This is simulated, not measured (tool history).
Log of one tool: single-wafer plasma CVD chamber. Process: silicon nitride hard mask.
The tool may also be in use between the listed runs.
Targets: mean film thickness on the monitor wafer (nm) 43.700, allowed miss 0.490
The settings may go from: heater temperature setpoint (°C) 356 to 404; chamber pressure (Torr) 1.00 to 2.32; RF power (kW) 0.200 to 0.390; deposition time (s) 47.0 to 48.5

run	hour	heater temperature setpoint (°C)	chamber pressure (Torr)	RF power (kW)	deposition time (s)	mean film thickness on the monitor wafer (nm)
1	0.0	380	1.66	0.295	47.0	51.853
2	1.1	372	1.66	0.295	47.0	52.203
3	2.1	372	1.59	0.290	47.0	50.764
4	7.8	364	1.59	0.290	47.0	51.132
5	9.3	370	1.59	0.290	47.0	51.128
6	10.4	370	1.59	0.290	47.0	50.831
7	11.3	370	1.53	0.290	47.0	50.454
8	18.8	370	1.48	0.285	47.0	48.688
9	21.6	370	1.44	0.285	47.0	48.430
10	25.9	370	1.40	0.285	47.0	47.815
11	33.2	370	1.37	0.285	47.0	47.362
12	39.4	370	1.34	0.285	47.0	46.699
13	45.0	371	1.32	0.285	47.0	46.546
14	51.6	371	1.32	0.285	47.0	46.412
15	54.3	372	1.30	0.285	47.0	46.030
16	54.8	373	1.29	0.285	47.0	46.030
17	58.5	374	1.27	0.285	47.0	45.510
18	62.3	375	1.26	0.285	47.0	45.576
19	65.8	375	1.25	0.285	47.0	45.053
20	72.2	376	1.25	0.285	47.0	45.377
21	75.2	376	1.24	0.285	47.0	45.135

Which of these 5 next moves meets every target?
A	78.2	368	1.46	0.250	47.7	?
B	78.2	377	1.59	0.215	47.0	?
C	78.2	386	1.24	0.300	47.5	?
D	78.2	372	1.47	0.265	47.6	?
E	78.2	377	1.31	0.285	47.5	?

move	mean film thickness on the monitor wafer (nm)
A	46.473
B	43.952
C	46.592
D	47.769
E	46.835
A: further off than the last run
B: meets every target
C: further off than the last run
D: further off than the last run
E: further off than the last run
Move B is the one to make.
